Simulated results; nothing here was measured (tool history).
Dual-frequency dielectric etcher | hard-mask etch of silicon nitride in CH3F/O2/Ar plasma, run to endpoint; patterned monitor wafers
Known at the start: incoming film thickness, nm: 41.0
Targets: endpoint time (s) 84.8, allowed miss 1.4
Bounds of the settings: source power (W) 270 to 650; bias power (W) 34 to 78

{"run": 1, "day": 0.0, "source power (W)": 460, "bias power (W)": 56, "endpoint time (s)": 64.318}
{"run": 2, "day": 0.083, "source power (W)": 430, "bias power (W)": 52, "endpoint time (s)": 68.924}
{"run": 3, "day": 0.146, "source power (W)": 500, "bias power (W)": 52, "endpoint time (s)": 64.632}
{"run": 4, "day": 0.279, "source power (W)": 550, "bias power (W)": 52, "endpoint time (s)": 61.877}
{"run": 5, "day": 0.392, "source power (W)": 500, "bias power (W)": 50, "endpoint time (s)": 65.69}
{"run": 6, "day": 0.696, "source power (W)": 460, "bias power (W)": 48, "endpoint time (s)": 69.582}
{"run": 7, "day": 0.738, "source power (W)": 430, "bias power (W)": 47, "endpoint time (s)": 72.038}
{"run": 8, "day": 1.017, "source power (W)": 400, "bias power (W)": 46, "endpoint time (s)": 75.202}
{"run": 9, "day": 1.346, "source power (W)": 380, "bias power (W)": 46, "endpoint time (s)": 76.668}
{"run": 10, "day": 1.442, "source power (W)": 280, "bias power (W)": 44, "endpoint time (s)": 90.224}
{"run": 11, "day": 1.692, "source power (W)": 290, "bias power (W)": 44, "endpoint time (s)": 89.051}
{"run": 12, "day": 1.804, "source power (W)": 300, "bias power (W)": 44, "endpoint time (s)": 86.659}
{"day": 1.988, "done": "wet clean of the chamber"}
{"run": 13, "day": 1.988, "source power (W)": 320, "bias power (W)": 44, "endpoint time (s)": 82.732}

4 next moves are on the table. One of them brings every result within its allowed miss. Which?
{"run": "A", "day": 2.171, "source power (W)": 340, "bias power (W)": 40, "endpoint time (s)": "?"}
{"run": "B", "day": 2.171, "source power (W)": 350, "bias power (W)": 41, "endpoint time (s)": "?"}
{"run": "C", "day": 2.171, "source power (W)": 280, "bias power (W)": 44, "endpoint time (s)": "?"}
{"run": "D", "day": 2.171, "source power (W)": 330, "bias power (W)": 45, "endpoint time (s)": "?"}

move=A endpoint_time_(s)=84.148
move=B endpoint_time_(s)=82.008
move=C endpoint_time_(s)=87.393
move=D endpoint_time_(s)=80.265
A: meets every target
B: further off than the last run
C: takes the result that was furthest off past its target
D: further off than the last run
The right move is A.
